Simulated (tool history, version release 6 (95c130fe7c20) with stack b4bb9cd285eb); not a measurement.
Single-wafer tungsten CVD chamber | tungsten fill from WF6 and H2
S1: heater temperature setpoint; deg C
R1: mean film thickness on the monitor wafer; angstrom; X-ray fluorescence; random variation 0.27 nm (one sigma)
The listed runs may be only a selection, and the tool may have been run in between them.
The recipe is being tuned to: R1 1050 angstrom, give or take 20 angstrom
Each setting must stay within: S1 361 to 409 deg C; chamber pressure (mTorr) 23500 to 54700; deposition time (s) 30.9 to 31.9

{"run": 1, "day": 0.0, "S1": 385, "chamber pressure (mTorr)": 39100, "deposition time (s)": 30.9, "R1": 753.19}
{"run": 2, "day": 0.35, "S1": 389, "chamber pressure (mTorr)": 39200, "deposition time (s)": 30.9, "R1": 827.4}
{"run": 3, "day": 0.508, "S1": 389, "chamber pressure (mTorr)": 39200, "deposition time (s)": 31.9, "R1": 853.68}
{"run": 4, "day": 0.671, "S1": 389, "chamber pressure (mTorr)": 42800, "deposition time (s)": 31.9, "R1": 901.07}
{"run": 5, "day": 0.712, "S1": 389, "chamber pressure (mTorr)": 38600, "deposition time (s)": 31.9, "R1": 847.97}
{"run": 6, "day": 0.85, "S1": 389, "chamber pressure (mTorr)": 32600, "deposition time (s)": 31.9, "R1": 765.09}
{"run": 7, "day": 0.967, "S1": 401, "chamber pressure (mTorr)": 33000, "deposition time (s)": 31.9, "R1": 989.12}
{"run": 8, "day": 1.083, "S1": 402, "chamber pressure (mTorr)": 33000, "deposition time (s)": 31.9, "R1": 1018.1}

Below are 4 possible settings for the next run. Only one of them brings all results inside the allowed miss of their targets. Which is it?
{"run": "A", "day": 1.2, "S1": 398, "chamber pressure (mTorr)": 35800, "deposition time (s)": 31.9, "R1": "?"}
{"run": "B", "day": 1.2, "S1": 401, "chamber pressure (mTorr)": 32500, "deposition time (s)": 31.9, "R1": "?"}
{"run": "C", "day": 1.2, "S1": 402, "chamber pressure (mTorr)": 31100, "deposition time (s)": 31.9, "R1": "?"}
{"run": "D", "day": 1.2, "S1": 404, "chamber pressure (mTorr)": 34200, "deposition time (s)": 30.9, "R1": "?"}

move=A R1=978.52
move=B R1=980.86
move=C R1=973.71
move=D R1=1040.8
A: the biggest miss grows against the last run
B: the biggest miss grows against the last run
C: the biggest miss grows against the last run
D: meets every target
So the answer is move D, the one that meets all the targets.
